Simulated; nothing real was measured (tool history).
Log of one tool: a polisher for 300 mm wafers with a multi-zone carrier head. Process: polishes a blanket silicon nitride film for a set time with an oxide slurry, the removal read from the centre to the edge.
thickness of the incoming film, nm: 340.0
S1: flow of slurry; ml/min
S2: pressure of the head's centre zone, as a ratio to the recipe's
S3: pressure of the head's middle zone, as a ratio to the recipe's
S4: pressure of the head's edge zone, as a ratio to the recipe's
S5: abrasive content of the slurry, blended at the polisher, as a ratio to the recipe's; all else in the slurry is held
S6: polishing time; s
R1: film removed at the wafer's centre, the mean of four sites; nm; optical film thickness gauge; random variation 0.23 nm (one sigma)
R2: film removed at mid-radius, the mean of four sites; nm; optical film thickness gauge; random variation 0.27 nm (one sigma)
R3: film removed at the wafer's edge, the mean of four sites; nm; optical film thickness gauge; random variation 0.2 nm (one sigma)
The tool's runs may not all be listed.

run    day   S1    S2    S3    S4    S5  S6      R1      R2      R3
  1  0.000  205  1.00  1.00  1.00  1.00  54  26.083  25.503  26.469
  2  0.038  205  0.99  1.03  0.97  0.90  53  24.257  23.843  23.875
  3  0.183  200  0.96  1.06  0.94  0.85  53  23.126  24.251  23.153
  4  0.354  200  0.96  1.10  0.94  0.85  53  23.407  24.427  22.663
  5  0.546  195  0.94  1.11  0.92  0.80  53  21.960  23.901  21.676
  6  0.762  195  0.94  1.17  0.92  0.80  53  22.303  25.363  22.319
  7  0.838  195  0.93  1.16  0.90  0.75  53  21.221  24.025  20.845

Forecast run 8:
  8  0.921  190  0.92  1.15  0.88  0.75  53   ?   ?   ?

{"run 8": {"R1": 20.835, "R2": 23.996, "R3": 20.691}}

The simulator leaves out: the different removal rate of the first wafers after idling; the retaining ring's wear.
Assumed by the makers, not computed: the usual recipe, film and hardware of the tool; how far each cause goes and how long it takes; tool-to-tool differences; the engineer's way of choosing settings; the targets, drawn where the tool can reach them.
